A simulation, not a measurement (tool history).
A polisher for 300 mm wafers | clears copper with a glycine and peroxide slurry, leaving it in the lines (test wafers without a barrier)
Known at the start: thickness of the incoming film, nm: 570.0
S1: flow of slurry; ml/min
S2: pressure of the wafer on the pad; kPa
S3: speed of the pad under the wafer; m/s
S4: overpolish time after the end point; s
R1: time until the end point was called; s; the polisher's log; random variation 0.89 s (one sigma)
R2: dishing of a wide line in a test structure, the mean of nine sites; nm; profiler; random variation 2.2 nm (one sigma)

run  hour   S1    S2    S3  S4      R1      R2
  1     0  165  22.8  1.06  18  80.609  67.198
  2   6.4  140  22.8  1.06  18  82.482  65.077
  3   8.7  140  25.5  1.08  19  79.492  72.453
  4  11.4  155  25.5  1.08  19  77.351  74.273
  5    15  155  25.5  0.88  19  90.081  64.255
  6  21.5  155  27.6  0.88  19   86.31  71.227

Run 7 comes next. What will it give?
  7  26.4  160  29  0.96  18   ?   ?

R1: 76.565 s
R2: 74.258 nm
